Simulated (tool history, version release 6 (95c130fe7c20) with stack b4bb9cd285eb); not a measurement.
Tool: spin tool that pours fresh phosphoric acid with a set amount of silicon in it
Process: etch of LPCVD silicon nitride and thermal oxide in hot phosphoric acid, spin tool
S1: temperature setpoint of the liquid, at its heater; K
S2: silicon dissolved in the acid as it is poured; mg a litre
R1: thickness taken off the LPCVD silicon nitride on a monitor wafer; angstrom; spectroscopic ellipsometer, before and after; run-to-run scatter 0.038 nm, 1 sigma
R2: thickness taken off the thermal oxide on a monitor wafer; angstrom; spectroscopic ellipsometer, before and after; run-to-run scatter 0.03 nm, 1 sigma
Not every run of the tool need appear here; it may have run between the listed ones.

run 1 day=0.000 | S1=437.15 S2=13.0 time_under_the_liquid_(s)=50 | R1=48.481 R2=1.4761
run 2 day=0.162 | S1=437.15 S2=13.0 time_under_the_liquid_(s)=70 | R1=67.837 R2=2.2173
run 3 day=0.208 | S1=437.65 S2=14.5 time_under_the_liquid_(s)=70 | R1=68.753 R2=1.7383
run 4 day=0.483 | S1=437.65 S2=18.0 time_under_the_liquid_(s)=70 | R1=68.701 R2=2.2219
run 5 day=0.542 | S1=438.15 S2=17.0 time_under_the_liquid_(s)=70 | R1=69.917 R2=2.2398
run 6 day=0.871 | S1=438.15 S2=16.0 time_under_the_liquid_(s)=70 | R1=70.194 R2=2.4498
run 7 day=1.183 | S1=438.15 S2=15.0 time_under_the_liquid_(s)=70 | R1=69.745 R2=2.1845
run 8 day=1.446 | S1=438.15 S2=14.5 time_under_the_liquid_(s)=70 | R1=69.637 R2=1.8551
run 9 day=1.588 | S1=438.65 S2=14.5 time_under_the_liquid_(s)=70 | R1=71.863 R2=1.5983
run 10 day=1.950 | S1=439.15 S2=15.0 time_under_the_liquid_(s)=70 | R1=72.538 R2=2.6394
run 11 day=2.175 | S1=439.15 S2=13.5 time_under_the_liquid_(s)=70 | R1=72.615 R2=1.7604

Predict the results of run 12:
run 12 day=2.267 | S1=440.15 S2=9.5 time_under_the_liquid_(s)=70 | R1=? R2=?

R1: 75.096 angstrom
R2: 3.3658 angstrom
